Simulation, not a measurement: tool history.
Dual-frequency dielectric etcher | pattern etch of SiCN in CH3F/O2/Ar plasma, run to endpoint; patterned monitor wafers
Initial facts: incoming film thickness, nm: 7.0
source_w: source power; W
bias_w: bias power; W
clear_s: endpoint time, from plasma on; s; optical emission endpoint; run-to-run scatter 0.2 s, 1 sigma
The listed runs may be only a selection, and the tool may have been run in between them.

{"run": 1, "hour": 0.0, "source_w": 390, "bias_w": 74, "clear_s": 20.866}
{"run": 2, "hour": 2.1, "source_w": 390, "bias_w": 65, "clear_s": 21.577}
{"run": 3, "hour": 10.5, "source_w": 460, "bias_w": 65, "clear_s": 20.294}
{"run": 4, "hour": 14.4, "source_w": 430, "bias_w": 63, "clear_s": 21.121}
{"run": 5, "hour": 20.4, "source_w": 430, "bias_w": 69, "clear_s": 20.367}
{"run": 6, "hour": 25.7, "source_w": 400, "bias_w": 67, "clear_s": 21.563}
{"run": 7, "hour": 30.9, "source_w": 380, "bias_w": 66, "clear_s": 21.878}

Expected results for the next run?
{"run": 8, "hour": 39.3, "source_w": 360, "bias_w": 65, "clear_s": "?"}

{"run 8": {"clear_s": 22.402}}
